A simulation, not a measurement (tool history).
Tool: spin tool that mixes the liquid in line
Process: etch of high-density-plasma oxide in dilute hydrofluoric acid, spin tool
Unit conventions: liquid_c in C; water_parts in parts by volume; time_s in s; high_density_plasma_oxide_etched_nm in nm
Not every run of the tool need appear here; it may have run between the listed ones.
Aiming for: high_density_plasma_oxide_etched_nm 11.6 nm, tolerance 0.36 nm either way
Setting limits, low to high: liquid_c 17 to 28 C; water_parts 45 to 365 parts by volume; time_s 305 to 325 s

| run | day | liquid_c | water_parts | time_s | high_density_plasma_oxide_etched_nm |
|---|---|---|---|---|---|
| 1 | 0 | 20 | 205 | 305 | 7.9355 |
| 2 | 0.242 | 20 | 205 | 305 | 7.8518 |
| 3 | 0.567 | 20 | 180 | 305 | 9.1865 |
| 4 | 0.654 | 22.5 | 180 | 305 | 10.305 |
| 5 | 0.921 | 22.5 | 205 | 305 | 8.7971 |
| 6 | 0.988 | 19 | 205 | 305 | 7.6108 |
| 7 | 1.1 | 21.5 | 200 | 305 | 8.7206 |
| 8 | 1.196 | 23 | 200 | 305 | 9.1756 |
| 9 | 1.479 | 23 | 200 | 305 | 9.1824 |

4 candidate next runs follow, results not yet known. Just one meets every target within its allowed miss. Identify it.
| A | 1.762 | 24 | 190 | 325 | ? |
| B | 1.762 | 25 | 175 | 325 | ? |
| C | 1.762 | 24 | 180 | 325 | ? |
| D | 1.762 | 19 | 165 | 325 | ? |

| move | high_density_plasma_oxide_etched_nm |
|---|---|
| A | 10.845 |
| B | 12.425 |
| C | 11.573 |
| D | 10.572 |
A: closes in on the targets versus the last run, not all within tolerance yet
B: moves the result that the last run missed by most past its target, out the other side
C: hits every target within its allowed miss
D: closes in on the targets versus the last run, not all within tolerance yet
Correct choice: C, which meets every target

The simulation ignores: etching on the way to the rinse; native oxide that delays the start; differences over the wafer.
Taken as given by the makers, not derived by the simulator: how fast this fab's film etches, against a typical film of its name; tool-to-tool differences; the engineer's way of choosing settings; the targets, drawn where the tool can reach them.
